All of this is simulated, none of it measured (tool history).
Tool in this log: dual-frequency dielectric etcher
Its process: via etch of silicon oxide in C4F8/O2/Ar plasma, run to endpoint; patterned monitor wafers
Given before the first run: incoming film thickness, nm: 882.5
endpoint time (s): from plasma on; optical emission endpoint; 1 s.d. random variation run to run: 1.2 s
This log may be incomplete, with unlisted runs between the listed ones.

run  hour  source power (W)  bias power (W)  endpoint time (s)
  1   0.0              1740            2752             171.57
  2   8.4              1740            3112             164.86
  3  11.9              1740            3489             160.58
  4  17.2              1490            3489             177.48
  5  19.2              1610            3489             168.85
  6  27.0              1800            3489             157.81
  7  29.6              1600            3296             172.26
  8  32.3              1450            3185             185.34
  9  33.0              1350            3149             196.33
 10  35.5              1290            3133             203.13
 11  41.9              1250            3123             208.77

Run 12 is up next; what results do you expect?
 12  43.8              1220            3117                  ?

endpoint time (s): 210.69
